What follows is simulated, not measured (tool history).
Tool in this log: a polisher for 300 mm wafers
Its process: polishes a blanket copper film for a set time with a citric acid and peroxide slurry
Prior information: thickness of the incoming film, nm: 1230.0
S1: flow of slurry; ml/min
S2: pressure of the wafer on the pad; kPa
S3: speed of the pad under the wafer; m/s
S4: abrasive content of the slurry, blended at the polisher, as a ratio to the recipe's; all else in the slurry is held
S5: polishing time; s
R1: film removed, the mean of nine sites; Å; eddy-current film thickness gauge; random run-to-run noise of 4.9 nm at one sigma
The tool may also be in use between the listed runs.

run	hour	S1	S2	S3	S4	S5	R1
1	0.0	200	24.8	1.28	1.00	89	2409.0
2	9.0	200	24.8	1.28	0.85	89	2269.1
3	13.7	180	24.8	1.28	0.85	89	2212.5
4	20.8	180	27.6	1.28	0.85	89	2354.2
5	26.5	180	32.4	1.28	0.85	89	2696.3
6	35.1	180	32.4	1.28	0.85	89	2644.0
# hour 37.6: slurry nozzle cleaned
7	37.6	190	34.5	1.34	0.85	89	3025.3
8	45.9	205	35.9	1.36	0.85	89	3133.4

Run 9, settings as shown, results not yet in. Your forecast:
9	46.7	205	36.5	1.40	0.85	89	?

Logged for run 9: R1 3238.0 Å.
